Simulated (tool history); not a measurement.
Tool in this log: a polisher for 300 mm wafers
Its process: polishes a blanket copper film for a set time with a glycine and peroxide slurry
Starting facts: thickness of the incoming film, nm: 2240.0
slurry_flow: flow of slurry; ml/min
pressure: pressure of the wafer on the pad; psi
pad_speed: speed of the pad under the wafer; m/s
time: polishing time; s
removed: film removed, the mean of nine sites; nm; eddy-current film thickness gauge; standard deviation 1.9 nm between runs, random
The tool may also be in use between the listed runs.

run,hour,slurry_flow,pressure,pad_speed,time,removed
1,0.0,165,3.3,0.78,44,258.12
2,5.4,180,3.3,0.78,44,257.54
3,13.9,180,3.3,0.78,40,232.09
4,16.8,150,3.3,0.78,40,229.95
5,20.1,160,3.5,0.78,40,242.85
6,22.5,170,3.7,0.78,40,257.10
7,23.3,175,3.8,0.78,40,261.09
8,32.3,180,3.9,0.78,40,271.53

Run 9, settings as shown, results not yet in. Your forecast:
9,40.1,185,4.0,0.78,40,?

{"run 9": {"removed": 278.7}}
